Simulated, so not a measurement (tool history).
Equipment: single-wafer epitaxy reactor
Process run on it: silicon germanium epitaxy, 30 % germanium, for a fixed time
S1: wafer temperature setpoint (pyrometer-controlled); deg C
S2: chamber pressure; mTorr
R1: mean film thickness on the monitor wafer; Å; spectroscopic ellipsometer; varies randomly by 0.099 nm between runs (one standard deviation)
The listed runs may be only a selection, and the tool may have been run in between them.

| run | hour | S1 | S2 | R1 |
|---|---|---|---|---|
| 1 | 0 | 590 | 25800 | 537.25 |
| 2 | 3.4 | 594 | 25800 | 585.37 |
| 3 | 11.7 | 592 | 25800 | 561.35 |
| 4 | 12.6 | 600 | 25800 | 665.06 |
| 5 | 14.3 | 597 | 25800 | 624.82 |
| 6 | 16.4 | 597 | 23300 | 596.21 |

For run 7, what comes out?
| 7 | 23.7 | 595 | 23300 | ? |

Run 7 gave R1 568.4 Å.
